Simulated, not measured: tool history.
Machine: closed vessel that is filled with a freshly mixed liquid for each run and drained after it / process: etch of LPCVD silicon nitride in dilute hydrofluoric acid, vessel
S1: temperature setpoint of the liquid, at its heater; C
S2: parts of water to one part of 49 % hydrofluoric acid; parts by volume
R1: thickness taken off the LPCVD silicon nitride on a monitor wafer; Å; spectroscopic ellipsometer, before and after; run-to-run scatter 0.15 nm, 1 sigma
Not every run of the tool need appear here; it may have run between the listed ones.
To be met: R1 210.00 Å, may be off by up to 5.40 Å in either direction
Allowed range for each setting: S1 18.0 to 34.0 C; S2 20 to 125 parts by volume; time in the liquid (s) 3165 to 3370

run 1 hour=0.0 | S1=26.0 S2=70 time_in_the_liquid_(s)=3165 | R1=250.09
run 2 hour=1.6 | S1=25.5 S2=70 time_in_the_liquid_(s)=3165 | R1=241.02
run 3 hour=5.5 | S1=27.5 S2=70 time_in_the_liquid_(s)=3165 | R1=277.97
run 4 hour=13.1 | S1=26.5 S2=70 time_in_the_liquid_(s)=3165 | R1=261.82
run 5 hour=22.2 | S1=26.5 S2=45 time_in_the_liquid_(s)=3165 | R1=403.63
run 6 hour=24.0 | S1=24.5 S2=45 time_in_the_liquid_(s)=3165 | R1=355.10
run 7 hour=31.3 | S1=23.0 S2=45 time_in_the_liquid_(s)=3165 | R1=322.56
run 8 hour=36.5 | S1=19.0 S2=55 time_in_the_liquid_(s)=3165 | R1=198.20

Of the 5 settings listed for the next run, only one would bring every result within its allowed miss of target. Which one?
run A hour=41.7 | S1=18.5 S2=50 time_in_the_liquid_(s)=3365 | R1=?
run B hour=41.7 | S1=21.0 S2=65 time_in_the_liquid_(s)=3165 | R1=?
run C hour=41.7 | S1=24.5 S2=80 time_in_the_liquid_(s)=3360 | R1=?
run D hour=41.7 | S1=20.0 S2=55 time_in_the_liquid_(s)=3300 | R1=?
run E hour=41.7 | S1=21.5 S2=60 time_in_the_liquid_(s)=3250 | R1=?

move=A R1=220.67
move=B R1=191.23
move=C R1=209.62
move=D R1=219.03
move=E R1=219.73
A: pushes the last run's worst result past its target
B: further off than the last run
C: each result inside its tolerance
D: pushes the last run's worst result past its target
E: pushes the last run's worst result past its target
Move C is the one to make.
